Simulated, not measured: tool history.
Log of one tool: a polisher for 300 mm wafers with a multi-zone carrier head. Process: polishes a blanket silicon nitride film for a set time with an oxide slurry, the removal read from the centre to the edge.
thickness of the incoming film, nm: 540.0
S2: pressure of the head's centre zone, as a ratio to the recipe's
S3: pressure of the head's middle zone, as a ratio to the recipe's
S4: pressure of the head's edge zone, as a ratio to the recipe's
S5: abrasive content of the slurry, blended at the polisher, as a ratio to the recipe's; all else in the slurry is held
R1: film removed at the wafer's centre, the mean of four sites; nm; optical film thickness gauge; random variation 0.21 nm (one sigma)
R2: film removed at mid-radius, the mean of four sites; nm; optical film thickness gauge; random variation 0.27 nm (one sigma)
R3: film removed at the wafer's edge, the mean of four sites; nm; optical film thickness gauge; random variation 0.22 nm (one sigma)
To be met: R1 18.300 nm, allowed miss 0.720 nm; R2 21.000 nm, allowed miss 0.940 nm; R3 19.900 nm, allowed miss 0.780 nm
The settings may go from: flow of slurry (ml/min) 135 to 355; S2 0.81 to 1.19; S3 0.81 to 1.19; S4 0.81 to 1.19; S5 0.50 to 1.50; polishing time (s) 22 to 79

Run 1, day 0.000: flow of slurry (ml/min) 225, S2 1.00, S3 1.00, S4 1.00, S5 1.00, polishing time (s) 50. Result: R1 40.789 nm, R2 42.246 nm, R3 40.527 nm.
Run 2, day 0.038: flow of slurry (ml/min) 225, S2 1.00, S3 0.97, S4 1.00, S5 1.00, polishing time (s) 50. Result: R1 41.019 nm, R2 41.809 nm, R3 40.845 nm.
Run 3, day 0.138: flow of slurry (ml/min) 220, S2 0.98, S3 0.97, S4 0.99, S5 0.95, polishing time (s) 47. Result: R1 36.500 nm, R2 37.558 nm, R3 36.647 nm.
Run 4, day 0.396: flow of slurry (ml/min) 255, S2 0.98, S3 0.97, S4 0.99, S5 0.95, polishing time (s) 47. Result: R1 36.729 nm, R2 39.346 nm, R3 37.015 nm.
Run 5, day 0.433: flow of slurry (ml/min) 235, S2 0.98, S3 0.97, S4 0.99, S5 0.95, polishing time (s) 47. Result: R1 36.475 nm, R2 38.434 nm, R3 37.485 nm.
Run 6, day 0.467: flow of slurry (ml/min) 280, S2 0.98, S3 0.97, S4 0.99, S5 0.95, polishing time (s) 47. Result: R1 36.642 nm, R2 39.700 nm, R3 37.075 nm.
Run 7, day 0.592: flow of slurry (ml/min) 280, S2 0.97, S3 0.96, S4 0.98, S5 0.90, polishing time (s) 45. Result: R1 34.393 nm, R2 36.299 nm, R3 34.940 nm.
Run 8, day 0.779: flow of slurry (ml/min) 285, S2 0.96, S3 0.97, S4 0.97, S5 0.85, polishing time (s) 43. Result: R1 31.739 nm, R2 33.208 nm, R3 32.071 nm.

5 next moves are on the table. One of them brings every result within its allowed miss. Which?
Run A, day 0.967: flow of slurry (ml/min) 350, S2 1.09, S3 1.13, S4 0.94, S5 1.10, polishing time (s) 68. Result: R1 ?, R2 ?, R3 ?.
Run B, day 0.967: flow of slurry (ml/min) 330, S2 0.87, S3 0.87, S4 0.94, S5 0.90, polishing time (s) 30. Result: R1 ?, R2 ?, R3 ?.
Run C, day 0.967: flow of slurry (ml/min) 285, S2 0.92, S3 1.02, S4 1.00, S5 0.90, polishing time (s) 25. Result: R1 ?, R2 ?, R3 ?.
Run D, day 0.967: flow of slurry (ml/min) 210, S2 0.90, S3 0.85, S4 0.89, S5 0.75, polishing time (s) 40. Result: R1 ?, R2 ?, R3 ?.
Run E, day 0.967: flow of slurry (ml/min) 275, S2 0.98, S3 1.16, S4 0.91, S5 1.20, polishing time (s) 53. Result: R1 ?, R2 ?, R3 ?.

move      R1      R2      R3
   A  68.273  70.290  58.621
   B  21.303  23.598  23.085
   C  18.495  21.271  19.562
   D  24.526  26.058  25.527
   E  48.606  56.797  46.105
A: further off than the last run
B: nearer than the last run, and not there yet
C: meets every target
D: nearer than the last run, and not there yet
E: further off than the last run
The right move is C.

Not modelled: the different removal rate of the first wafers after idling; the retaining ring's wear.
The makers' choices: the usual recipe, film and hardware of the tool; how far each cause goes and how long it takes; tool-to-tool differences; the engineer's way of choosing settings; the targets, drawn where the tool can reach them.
